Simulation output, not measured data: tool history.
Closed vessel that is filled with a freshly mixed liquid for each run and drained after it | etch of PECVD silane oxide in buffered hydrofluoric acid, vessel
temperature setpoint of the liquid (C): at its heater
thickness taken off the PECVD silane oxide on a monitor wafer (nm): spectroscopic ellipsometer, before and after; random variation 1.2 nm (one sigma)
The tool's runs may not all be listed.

run	day	temperature setpoint of the liquid (C)	parts of 40 % ammonium fluoride to one part of 49 % hydrofluoric acid (parts by volume)	time in the liquid (s)	thickness taken off the PECVD silane oxide on a monitor wafer (nm)
1	0	23	14.5	85	144.67
2	0.188	23	14.5	85	146.38
3	0.321	22.5	14.5	85	142.73
4	0.679	22	14.5	85	140.78
5	0.812	22	12.5	85	161.94
6	1.012	21	12.5	85	150.82
7	1.204	20	12.5	85	144.92

Run 8 comes next. What will it give?
8	1.567	17	13	85	?

thickness taken off the PECVD silane oxide on a monitor wafer (nm): 117.61
